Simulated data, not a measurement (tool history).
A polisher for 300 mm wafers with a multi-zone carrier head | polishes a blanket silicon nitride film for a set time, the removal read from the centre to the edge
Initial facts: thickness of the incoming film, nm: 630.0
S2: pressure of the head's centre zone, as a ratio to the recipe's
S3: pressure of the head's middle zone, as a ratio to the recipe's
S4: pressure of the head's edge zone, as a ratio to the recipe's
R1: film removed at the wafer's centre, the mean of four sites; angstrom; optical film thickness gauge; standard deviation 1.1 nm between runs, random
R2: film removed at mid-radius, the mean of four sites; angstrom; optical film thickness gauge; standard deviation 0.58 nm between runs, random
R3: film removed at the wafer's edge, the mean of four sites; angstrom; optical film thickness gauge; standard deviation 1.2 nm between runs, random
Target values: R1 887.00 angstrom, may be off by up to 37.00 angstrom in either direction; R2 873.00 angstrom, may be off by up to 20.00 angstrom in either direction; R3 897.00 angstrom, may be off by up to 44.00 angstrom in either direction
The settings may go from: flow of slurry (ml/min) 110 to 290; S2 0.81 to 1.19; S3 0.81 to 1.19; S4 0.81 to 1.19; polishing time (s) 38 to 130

run 1 day=0.000 | flow_of_slurry_(ml/min)=185 S2=1.00 S3=1.00 S4=1.00 polishing_time_(s)=84 | R1=1007.80 R2=1040.00 R3=1040.50
run 2 day=0.321 | flow_of_slurry_(ml/min)=185 S2=1.04 S3=1.00 S4=1.00 polishing_time_(s)=84 | R1=1040.80 R2=1067.40 R3=1025.80
run 3 day=0.367 | flow_of_slurry_(ml/min)=185 S2=1.12 S3=1.00 S4=1.00 polishing_time_(s)=84 | R1=1083.80 R2=1054.20 R3=1056.90
run 4 day=0.500 | flow_of_slurry_(ml/min)=215 S2=1.12 S3=1.00 S4=1.00 polishing_time_(s)=84 | R1=1115.50 R2=1065.90 R3=1064.90
-- day=0.688 centre zone pressure recalibrated
run 5 day=0.688 | flow_of_slurry_(ml/min)=215 S2=1.16 S3=1.00 S4=1.00 polishing_time_(s)=84 | R1=1221.30 R2=1083.40 R3=1053.70
run 6 day=0.900 | flow_of_slurry_(ml/min)=215 S2=1.16 S3=0.94 S4=1.00 polishing_time_(s)=84 | R1=1217.40 R2=1025.20 R3=1047.30
run 7 day=1.008 | flow_of_slurry_(ml/min)=165 S2=1.06 S3=0.86 S4=0.90 polishing_time_(s)=79 | R1=1043.30 R2=871.35 R3=899.74
run 8 day=1.117 | flow_of_slurry_(ml/min)=160 S2=1.05 S3=0.86 S4=0.90 polishing_time_(s)=79 | R1=1018.30 R2=861.85 R3=928.66
run 9 day=1.154 | flow_of_slurry_(ml/min)=160 S2=1.04 S3=0.87 S4=0.90 polishing_time_(s)=79 | R1=1023.80 R2=874.74 R3=929.51
run 10 day=1.292 | flow_of_slurry_(ml/min)=160 S2=1.03 S3=0.88 S4=0.90 polishing_time_(s)=79 | R1=1022.50 R2=880.80 R3=942.38

4 candidate next runs follow, results not yet known. Just one meets every target within its allowed miss. Identify it.
run A day=1.429 | flow_of_slurry_(ml/min)=110 S2=0.81 S3=0.87 S4=1.15 polishing_time_(s)=79 | R1=? R2=? R3=?
run B day=1.429 | flow_of_slurry_(ml/min)=145 S2=0.95 S3=0.87 S4=0.94 polishing_time_(s)=75 | R1=? R2=? R3=?
run C day=1.429 | flow_of_slurry_(ml/min)=130 S2=0.98 S3=0.98 S4=1.01 polishing_time_(s)=73 | R1=? R2=? R3=?
run D day=1.429 | flow_of_slurry_(ml/min)=110 S2=0.91 S3=0.84 S4=1.17 polishing_time_(s)=79 | R1=? R2=? R3=?

move=A R1=816.38 R2=849.36 R3=1004.70
move=B R1=901.67 R2=830.82 R3=882.56
move=C R1=887.30 R2=882.33 R3=880.11
move=D R1=888.84 R2=824.85 R3=1014.10
A: pushes the last run's worst result past its target
B: corrects the largest miss of the last run, while another result sits out of spec
C: all results in spec
D: corrects the largest miss of the last run, while another result sits out of spec
The move that meets every target is C.

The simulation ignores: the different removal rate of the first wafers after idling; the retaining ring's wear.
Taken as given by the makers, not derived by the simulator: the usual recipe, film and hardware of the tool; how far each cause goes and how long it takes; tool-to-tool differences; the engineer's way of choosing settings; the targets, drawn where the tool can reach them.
